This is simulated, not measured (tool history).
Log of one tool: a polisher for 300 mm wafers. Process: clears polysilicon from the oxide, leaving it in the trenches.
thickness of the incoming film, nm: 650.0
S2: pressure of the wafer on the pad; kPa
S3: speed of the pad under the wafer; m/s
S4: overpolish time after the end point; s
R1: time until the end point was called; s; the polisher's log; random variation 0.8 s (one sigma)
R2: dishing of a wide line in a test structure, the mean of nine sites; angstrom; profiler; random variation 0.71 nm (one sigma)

Run 1, day 0.000: flow of slurry (ml/min) 275, S2 20.0 kPa, S3 1.14 m/s, S4 14 s. Result: R1 44.289 s, R2 582.75 angstrom.
Run 2, day 0.096: flow of slurry (ml/min) 275, S2 15.9 kPa, S3 1.14 m/s, S4 14 s. Result: R1 55.118 s, R2 565.55 angstrom.
Run 3, day 0.175: flow of slurry (ml/min) 315, S2 15.9 kPa, S3 1.14 m/s, S4 14 s. Result: R1 54.269 s, R2 548.95 angstrom.
Run 4, day 0.508: flow of slurry (ml/min) 330, S2 15.2 kPa, S3 1.16 m/s, S4 13 s. Result: R1 55.575 s, R2 537.79 angstrom.
Run 5, day 0.808: flow of slurry (ml/min) 330, S2 15.2 kPa, S3 1.16 m/s, S4 18 s. Result: R1 54.692 s, R2 570.79 angstrom.
Run 6, day 1.104: flow of slurry (ml/min) 330, S2 17.9 kPa, S3 1.16 m/s, S4 18 s. Result: R1 47.450 s, R2 590.39 angstrom.
Run 7, day 1.404: flow of slurry (ml/min) 340, S2 17.2 kPa, S3 1.20 m/s, S4 16 s. Result: R1 47.589 s, R2 566.12 angstrom.
Run 8, day 1.596: flow of slurry (ml/min) 350, S2 16.5 kPa, S3 1.24 m/s, S4 15 s. Result: R1 48.256 s, R2 561.76 angstrom.
Run 9, day 1.900: flow of slurry (ml/min) 275, S2 18.6 kPa, S3 1.02 m/s, S4 9 s. Result: R1 51.133 s, R2 490.32 angstrom.
Run 10, day 2.233: flow of slurry (ml/min) 290, S2 18.6 kPa, S3 0.98 m/s, S4 8 s. Result: R1 51.952 s, R2 479.99 angstrom.
Run 11, day 2.562: flow of slurry (ml/min) 305, S2 19.3 kPa, S3 0.94 m/s, S4 8 s. Result: R1 51.879 s, R2 481.33 angstrom.
Run 12, day 2.708: flow of slurry (ml/min) 320, S2 20.0 kPa, S3 0.90 m/s, S4 8 s. Result: R1 51.043 s, R2 464.82 angstrom.
Run 13, day 2.988: flow of slurry (ml/min) 330, S2 20.0 kPa, S3 0.86 m/s, S4 8 s. Result: R1 52.694 s, R2 454.10 angstrom.

Run 14 comes next. What will it give?
Run 14, day 3.033: flow of slurry (ml/min) 340, S2 20.0 kPa, S3 0.82 m/s, S4 8 s. Result: R1 ?, R2 ?.

Run 14 gave R1 55.548 s, R2 456.72 angstrom.
